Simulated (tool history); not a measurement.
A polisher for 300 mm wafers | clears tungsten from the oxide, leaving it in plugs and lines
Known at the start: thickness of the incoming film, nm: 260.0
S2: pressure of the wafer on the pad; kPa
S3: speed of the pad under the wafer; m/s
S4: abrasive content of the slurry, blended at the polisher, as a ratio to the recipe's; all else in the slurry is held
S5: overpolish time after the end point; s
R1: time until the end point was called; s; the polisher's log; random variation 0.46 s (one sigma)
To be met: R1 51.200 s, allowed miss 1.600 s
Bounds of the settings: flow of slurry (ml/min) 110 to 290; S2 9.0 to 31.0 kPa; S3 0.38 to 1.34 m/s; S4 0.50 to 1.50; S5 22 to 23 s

{"run": 1, "hour": 0.0, "flow of slurry (ml/min)": 185, "S2": 20.0, "S3": 0.86, "S4": 1.0, "S5": 22, "R1": 87.017}
{"run": 2, "hour": 8.2, "flow of slurry (ml/min)": 190, "S2": 23.4, "S3": 0.86, "S4": 1.0, "S5": 22, "R1": 72.978}
{"run": 3, "hour": 12.2, "flow of slurry (ml/min)": 190, "S2": 23.4, "S3": 1.04, "S4": 1.0, "S5": 22, "R1": 63.644}
{"run": 4, "hour": 14.4, "flow of slurry (ml/min)": 195, "S2": 24.8, "S3": 1.04, "S4": 1.0, "S5": 22, "R1": 59.919}
{"run": 5, "hour": 16.2, "flow of slurry (ml/min)": 155, "S2": 24.8, "S3": 1.04, "S4": 1.0, "S5": 22, "R1": 63.875}
{"run": 6, "hour": 24.4, "flow of slurry (ml/min)": 155, "S2": 24.8, "S3": 1.04, "S4": 1.0, "S5": 23, "R1": 61.901}
{"run": 7, "hour": 25.7, "flow of slurry (ml/min)": 175, "S2": 25.5, "S3": 1.04, "S4": 1.0, "S5": 23, "R1": 59.942}
{"run": 8, "hour": 34.1, "flow of slurry (ml/min)": 195, "S2": 26.2, "S3": 1.04, "S4": 1.0, "S5": 23, "R1": 56.856}

Which of these 4 next moves meets every target?
{"run": "A", "hour": 42.5, "flow of slurry (ml/min)": 230, "S2": 27.6, "S3": 1.26, "S4": 0.95, "S5": 23, "R1": "?"}
{"run": "B", "hour": 42.5, "flow of slurry (ml/min)": 200, "S2": 30.3, "S3": 1.08, "S4": 0.65, "S5": 23, "R1": "?"}
{"run": "C", "hour": 42.5, "flow of slurry (ml/min)": 180, "S2": 26.9, "S3": 1.02, "S4": 1.0, "S5": 23, "R1": "?"}
{"run": "D", "hour": 42.5, "flow of slurry (ml/min)": 155, "S2": 25.5, "S3": 0.92, "S4": 1.1, "S5": 23, "R1": "?"}

move=A R1=45.883
move=B R1=51.497
move=C R1=56.664
move=D R1=64.827
A: takes the result that was furthest off past its target
B: meets every target
C: as far off as the last run
D: further off than the last run
The right move is B.
